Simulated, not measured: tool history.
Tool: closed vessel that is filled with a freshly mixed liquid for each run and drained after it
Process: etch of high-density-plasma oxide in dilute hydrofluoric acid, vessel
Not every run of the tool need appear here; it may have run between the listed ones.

run  hour  temperature setpoint of the liquid (K)  parts of water to one part of 49 % hydrofluoric acid (parts by volume)  time in the liquid (s)  thickness taken off the high-density-plasma oxide on a monitor wafer (nm)
  1     0                                  293.15                                                                      45                      50                                                                     5.9205
  2   7.6                                  292.65                                                                      45                      50                                                                     5.7118
  3  15.5                                  292.15                                                                      45                      50                                                                     5.6149
  4  24.2                                  292.15                                                                      45                      35                                                                     4.0286
  5    25                                  293.15                                                                      45                      35                                                                     4.1922
  6  26.1                                  290.15                                                                      45                      35                                                                     3.6291
  7  31.8                                  294.15                                                                      45                      35                                                                     4.3573
  8    35                                  295.65                                                                      45                      35                                                                     4.6786

Expected results for the next run?
  9  42.7                                  296.65                                                                      45                      35                                                                          ?

Run 9 yielded thickness taken off the high-density-plasma oxide on a monitor wafer (nm) 4.7012.
